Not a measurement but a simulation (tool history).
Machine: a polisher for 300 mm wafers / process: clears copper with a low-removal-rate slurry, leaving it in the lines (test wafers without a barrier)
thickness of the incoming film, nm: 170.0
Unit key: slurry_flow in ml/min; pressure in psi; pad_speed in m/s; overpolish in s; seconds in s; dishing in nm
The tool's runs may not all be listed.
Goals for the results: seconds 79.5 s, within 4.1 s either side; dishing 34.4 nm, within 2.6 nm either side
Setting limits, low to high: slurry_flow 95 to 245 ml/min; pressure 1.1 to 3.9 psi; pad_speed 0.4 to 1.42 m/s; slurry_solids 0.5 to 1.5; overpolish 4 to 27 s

{"run": 1, "hour": 0.0, "slurry_flow": 155, "pressure": 2.5, "pad_speed": 0.9, "slurry_solids": 1, "overpolish": 14, "seconds": 83.554, "dishing": 20.85}
{"run": 2, "hour": 5.7, "slurry_flow": 155, "pressure": 2.5, "pad_speed": 0.9, "slurry_solids": 1, "overpolish": 16, "seconds": 86.105, "dishing": 23.23}
{"run": 3, "hour": 8.4, "slurry_flow": 180, "pressure": 2.5, "pad_speed": 0.9, "slurry_solids": 1, "overpolish": 16, "seconds": 85.739, "dishing": 24.104}
{"run": 4, "hour": 17.5, "slurry_flow": 180, "pressure": 2.5, "pad_speed": 0.9, "slurry_solids": 1.2, "overpolish": 16, "seconds": 77.982, "dishing": 26}
{"run": 5, "hour": 20.2, "slurry_flow": 180, "pressure": 2.5, "pad_speed": 1.12, "slurry_solids": 1.2, "overpolish": 16, "seconds": 64.293, "dishing": 31.8}
{"run": 6, "hour": 27.8, "slurry_flow": 180, "pressure": 2.4, "pad_speed": 1.12, "slurry_solids": 1.2, "overpolish": 17, "seconds": 67.551, "dishing": 32.304}
{"run": 7, "hour": 29.6, "slurry_flow": 180, "pressure": 2.3, "pad_speed": 1.12, "slurry_solids": 1.2, "overpolish": 18, "seconds": 70.061, "dishing": 30.546}
{"run": 8, "hour": 37.1, "slurry_flow": 180, "pressure": 2.3, "pad_speed": 1.1, "slurry_solids": 1.2, "overpolish": 19, "seconds": 69.986, "dishing": 32.117}
{"run": 9, "hour": 38.1, "slurry_flow": 180, "pressure": 2.2, "pad_speed": 1.1, "slurry_solids": 1.2, "overpolish": 20, "seconds": 74.217, "dishing": 31.74}
{"run": 10, "hour": 47.0, "slurry_flow": 180, "pressure": 2.2, "pad_speed": 1.1, "slurry_solids": 1.2, "overpolish": 21, "seconds": 72.692, "dishing": 34.448}

Exercise: of the 4 proposed moves below, exactly one satisfies all targets within the stated allowed misses. Which move is it?
{"run": "A", "hour": 55.9, "slurry_flow": 230, "pressure": 2.2, "pad_speed": 1.18, "slurry_solids": 0.95, "overpolish": 16, "seconds": "?", "dishing": "?"}
{"run": "B", "hour": 55.9, "slurry_flow": 245, "pressure": 2.4, "pad_speed": 0.9, "slurry_solids": 1.25, "overpolish": 23, "seconds": "?", "dishing": "?"}
{"run": "C", "hour": 55.9, "slurry_flow": 160, "pressure": 2.4, "pad_speed": 1.16, "slurry_solids": 1.05, "overpolish": 15, "seconds": "?", "dishing": "?"}
{"run": "D", "hour": 55.9, "slurry_flow": 175, "pressure": 2.3, "pad_speed": 1.12, "slurry_solids": 1.35, "overpolish": 21, "seconds": "?", "dishing": "?"}

move=A seconds=72.08 dishing=28.282
move=B seconds=80.734 dishing=35.038
move=C seconds=69.649 dishing=27.639
move=D seconds=69.89 dishing=36.533
A: moves away from the targets compared with the last run
B: in spec on every target
C: moves away from the targets compared with the last run
D: moves away from the targets compared with the last run
Move B is the one to make.
